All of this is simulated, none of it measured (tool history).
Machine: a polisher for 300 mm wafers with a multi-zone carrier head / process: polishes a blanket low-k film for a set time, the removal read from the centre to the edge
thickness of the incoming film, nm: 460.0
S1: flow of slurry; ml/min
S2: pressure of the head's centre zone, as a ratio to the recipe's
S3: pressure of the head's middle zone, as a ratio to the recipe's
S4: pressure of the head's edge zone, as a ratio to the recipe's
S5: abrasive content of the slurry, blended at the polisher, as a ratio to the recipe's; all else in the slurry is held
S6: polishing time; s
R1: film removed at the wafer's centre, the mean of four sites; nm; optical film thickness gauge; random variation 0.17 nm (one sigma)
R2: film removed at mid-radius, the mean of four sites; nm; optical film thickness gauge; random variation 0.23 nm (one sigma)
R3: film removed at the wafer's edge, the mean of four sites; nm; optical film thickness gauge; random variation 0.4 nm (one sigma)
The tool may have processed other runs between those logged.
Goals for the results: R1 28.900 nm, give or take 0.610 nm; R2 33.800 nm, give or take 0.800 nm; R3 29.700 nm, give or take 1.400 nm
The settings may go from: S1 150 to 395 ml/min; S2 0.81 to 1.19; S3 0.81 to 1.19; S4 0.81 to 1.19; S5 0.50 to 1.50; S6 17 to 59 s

run  hour   S1    S2    S3    S4    S5  S6      R1      R2      R3
  1   0.0  250  1.00  1.00  1.00  1.00  38  22.418  22.195  21.235
  2   5.0  310  1.00  1.00  1.00  1.00  38  22.660  22.768  21.921
  3   6.0  310  1.00  0.92  1.00  1.00  38  22.897  20.954  21.357
  4  11.1  320  1.01  0.98  1.02  1.10  38  24.308  23.321  23.185
  5  19.3  320  1.01  0.98  1.07  1.10  38  24.254  23.345  23.494
  6  20.1  320  1.01  0.98  1.07  1.10  32  20.449  19.773  19.979
  7  21.9  330  1.01  1.02  1.07  1.20  33  21.935  22.042  21.274
  8  27.1  340  1.01  1.05  1.09  1.25  34  23.244  23.707  23.479
  9  29.6  345  1.01  1.08  1.07  1.30  35  24.329  25.262  24.295
 10  37.9  345  1.00  1.10  1.05  1.35  36  25.121  27.246  24.901

4 next moves are on the table. One of them brings every result within its allowed miss. Which?
  A  46.2  350  1.13  0.87  1.15  1.30  40   ?   ?   ?
  B  46.2  320  0.82  1.19  1.09  1.35  40   ?   ?   ?
  C  46.2  360  1.08  0.92  1.13  1.45  34   ?   ?   ?
  D  46.2  345  0.96  1.17  1.08  1.45  42   ?   ?   ?

move      R1      R2      R3
   A  30.871  24.087  28.481
   B  22.555  31.702  27.865
   C  26.268  22.462  25.093
   D  28.759  33.936  30.113
A: misses by more than the last run did
B: misses by more than the last run did
C: misses by more than the last run did
D: hits every target within its allowed miss
Move D is the one to make.

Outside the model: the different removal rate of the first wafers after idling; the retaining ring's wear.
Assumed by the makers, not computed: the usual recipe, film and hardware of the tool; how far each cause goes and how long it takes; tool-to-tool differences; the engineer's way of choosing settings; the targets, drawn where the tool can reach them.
